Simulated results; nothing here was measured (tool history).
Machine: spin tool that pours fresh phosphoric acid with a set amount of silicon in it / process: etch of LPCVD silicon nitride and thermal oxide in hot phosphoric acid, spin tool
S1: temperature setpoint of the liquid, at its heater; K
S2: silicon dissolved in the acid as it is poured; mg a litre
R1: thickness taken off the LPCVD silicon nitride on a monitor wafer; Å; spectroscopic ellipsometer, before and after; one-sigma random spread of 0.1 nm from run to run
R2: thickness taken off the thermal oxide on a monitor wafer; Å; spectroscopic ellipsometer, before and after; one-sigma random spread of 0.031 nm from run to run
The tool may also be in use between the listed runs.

{"run": 1, "day": 0.0, "S1": 434.15, "S2": 10.0, "time under the liquid (s)": 180, "R1": 139.83, "R2": 3.6874}
{"run": 2, "day": 0.3, "S1": 434.15, "S2": 10.0, "time under the liquid (s)": 150, "R1": 116.29, "R2": 3.242}
{"run": 3, "day": 0.379, "S1": 434.15, "S2": 10.0, "time under the liquid (s)": 225, "R1": 175.02, "R2": 4.9665}
{"run": 4, "day": 0.562, "S1": 434.15, "S2": 4.5, "time under the liquid (s)": 225, "R1": 176.31, "R2": 5.4116}
{"run": 5, "day": 0.925, "S1": 434.15, "S2": 7.0, "time under the liquid (s)": 225, "R1": 175.72, "R2": 5.3356}
{"run": 6, "day": 1.183, "S1": 432.15, "S2": 7.0, "time under the liquid (s)": 225, "R1": 162.96, "R2": 4.1137}
{"run": 7, "day": 1.262, "S1": 433.15, "S2": 10.0, "time under the liquid (s)": 230, "R1": 173.62, "R2": 5.1818}

Run 8 has not been measured yet. What should we expect?
{"run": 8, "day": 1.467, "S1": 433.65, "S2": 7.5, "time under the liquid (s)": 235, "R1": "?", "R2": "?"}

R1: 178.04 Å
R2: 4.6071 Å
